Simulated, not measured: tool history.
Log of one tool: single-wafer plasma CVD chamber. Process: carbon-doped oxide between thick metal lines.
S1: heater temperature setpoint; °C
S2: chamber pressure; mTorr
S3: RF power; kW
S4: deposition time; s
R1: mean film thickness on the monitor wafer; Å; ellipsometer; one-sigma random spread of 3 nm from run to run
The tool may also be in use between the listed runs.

run 1 day=0 | S1=375 S2=5390 S3=0.55 S4=116 | R1=5677.6
run 2 day=0.2 | S1=374 S2=5630 S3=0.56 S4=116 | R1=5784.8
run 3 day=0.283 | S1=374 S2=6080 S3=0.56 S4=116 | R1=5837.1
run 4 day=0.65 | S1=380 S2=6080 S3=0.56 S4=116 | R1=5742.6
run 5 day=0.746 | S1=380 S2=5700 S3=0.56 S4=116 | R1=5644.2
run 6 day=0.946 | S1=372 S2=5700 S3=0.56 S4=116 | R1=5774.2

What will run 7 give?
run 7 day=1.292 | S1=371 S2=5880 S3=0.57 S4=116 | R1=?

{"run 7": {"R1": 5896.8}}
